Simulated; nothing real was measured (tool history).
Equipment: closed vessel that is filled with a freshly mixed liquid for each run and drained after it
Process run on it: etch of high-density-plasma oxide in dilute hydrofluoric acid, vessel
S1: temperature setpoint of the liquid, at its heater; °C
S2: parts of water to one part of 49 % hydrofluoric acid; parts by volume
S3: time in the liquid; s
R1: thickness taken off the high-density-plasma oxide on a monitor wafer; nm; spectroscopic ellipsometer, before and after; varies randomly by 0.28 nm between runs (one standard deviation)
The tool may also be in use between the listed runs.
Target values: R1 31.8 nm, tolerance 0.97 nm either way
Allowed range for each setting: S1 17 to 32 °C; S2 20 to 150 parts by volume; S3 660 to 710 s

run,day,S1,S2,S3,R1
1,0,24,85,660,52.303
2,0.208,24,85,710,55.297
3,0.542,22.5,90,710,49.953
4,0.625,21.5,95,710,45.08
5,0.817,21.5,95,660,41.414
6,0.904,20.5,100,660,37.964
7,1.183,19.5,100,660,36.176
8,1.483,19,100,660,35.074
9,1.592,18.5,100,660,34.638
10,1.738,18,100,660,34.193
11,1.783,17.5,100,660,33.066

Which one of the following 5 next-run settings gets every result inside its allowed miss? There is exactly one.
A,1.829,18,110,680,?
B,1.829,18,105,695,?
C,1.829,17.5,100,675,?
D,1.829,19.5,100,675,?
E,1.829,19.5,105,685,?

move,R1
A,31.408
B,33.795
C,33.913
D,36.872
E,35.455
A: each result inside its tolerance
B: further off than the last run
C: further off than the last run
D: further off than the last run
E: further off than the last run
Move A is the one to make.

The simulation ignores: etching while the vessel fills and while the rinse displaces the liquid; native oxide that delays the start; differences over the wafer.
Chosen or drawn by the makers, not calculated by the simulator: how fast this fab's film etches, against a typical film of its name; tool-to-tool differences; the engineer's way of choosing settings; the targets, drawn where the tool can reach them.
